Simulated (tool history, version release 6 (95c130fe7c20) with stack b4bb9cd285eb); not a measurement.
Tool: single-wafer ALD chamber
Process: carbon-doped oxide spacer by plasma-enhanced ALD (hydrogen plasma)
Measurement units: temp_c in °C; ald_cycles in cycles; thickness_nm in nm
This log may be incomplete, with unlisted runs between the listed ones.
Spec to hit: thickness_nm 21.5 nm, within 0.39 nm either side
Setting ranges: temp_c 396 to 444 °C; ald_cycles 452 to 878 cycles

run  hour  temp_c  ald_cycles  thickness_nm
  1     0     420         665        29.601
  2   5.3     420         752        33.514
  3  11.6     426         657        28.369
  4  18.6     431         607        25.846
  5  24.6     440         607        25.221
  6    28     441         573         23.34
  7  36.4     442         558         22.77
  8  43.4     443         547        22.357
  9  50.4     443         539        21.906

Next run, 4 choices. One meets every target within its allowed miss, the rest don't. Which?
  A  57.4     444         550             ?
  B  57.4     443         529             ?
  C  57.4     436         543             ?
  D  57.4     442         555             ?

move  thickness_nm
   A        22.205
   B        21.442
   C        22.621
   D        22.585
A: misses by more than the last run did
B: all results land within tolerance of their targets
C: misses by more than the last run did
D: misses by more than the last run did
So the answer is move B, the one that meets all the targets.
